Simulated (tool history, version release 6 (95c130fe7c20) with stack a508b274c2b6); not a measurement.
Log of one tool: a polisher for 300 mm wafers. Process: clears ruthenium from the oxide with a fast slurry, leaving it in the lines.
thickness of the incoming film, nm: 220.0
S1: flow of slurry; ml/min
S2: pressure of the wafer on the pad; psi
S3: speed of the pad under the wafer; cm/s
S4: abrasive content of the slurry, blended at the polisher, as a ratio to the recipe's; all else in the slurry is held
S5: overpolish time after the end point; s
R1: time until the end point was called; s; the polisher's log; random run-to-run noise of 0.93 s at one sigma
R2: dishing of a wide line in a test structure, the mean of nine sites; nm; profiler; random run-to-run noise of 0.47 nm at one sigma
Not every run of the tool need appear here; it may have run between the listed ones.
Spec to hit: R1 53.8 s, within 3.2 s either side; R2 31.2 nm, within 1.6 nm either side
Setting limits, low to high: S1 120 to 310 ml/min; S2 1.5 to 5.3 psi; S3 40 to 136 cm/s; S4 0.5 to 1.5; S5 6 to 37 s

| run | day | S1 | S2 | S3 | S4 | S5 | R1 | R2 |
|---|---|---|---|---|---|---|---|---|
| 1 | 0 | 200 | 3.4 | 88 | 1 | 19 | 51.347 | 57.58 |
| 2 | 0.138 | 200 | 3.4 | 88 | 1 | 17 | 51.522 | 51.713 |
| 3 | 0.321 | 200 | 3.4 | 88 | 1 | 16 | 49.797 | 48.531 |
| 4 | 0.692 | 200 | 3.3 | 88 | 1 | 15 | 53.449 | 44.001 |
| 5 | 0.992 | 200 | 3.3 | 88 | 1 | 14 | 53.235 | 42.364 |
| 6 | 1.038 | 200 | 3.3 | 88 | 1 | 13 | 53.673 | 39.796 |
| 7 | 1.333 | 205 | 3.3 | 88 | 1 | 7 | 53.5 | 22.78 |
| 8 | 1.5 | 200 | 3.3 | 88 | 1 | 8 | 55.826 | 25.38 |
| 9 | 1.7 | 195 | 3.3 | 88 | 1 | 8 | 54.681 | 24.975 |

Next run, 5 choices. One meets every target within its allowed miss, the rest don't. Which?
| A | 1.9 | 170 | 2.9 | 94 | 1.2 | 11 | ? | ? |
| B | 1.9 | 210 | 2.9 | 86 | 1.2 | 10 | ? | ? |
| C | 1.9 | 170 | 3.5 | 74 | 1 | 11 | ? | ? |
| D | 1.9 | 235 | 3.3 | 96 | 0.85 | 7 | ? | ? |
| E | 1.9 | 125 | 4.2 | 106 | 0.7 | 12 | ? | ? |

| move | R1 | R2 |
|---|---|---|
| A | 51.381 | 34.894 |
| B | 53.696 | 30.706 |
| C | 58.854 | 30.808 |
| D | 53.942 | 21.905 |
| E | 53.143 | 36.626 |
A: carries the result that was furthest off beyond its target, to the other side
B: all results in spec
C: the furthest-off result lands on target, but another misses its tolerance
D: the biggest miss grows against the last run
E: carries the result that was furthest off beyond its target, to the other side
Move B is the one to make.
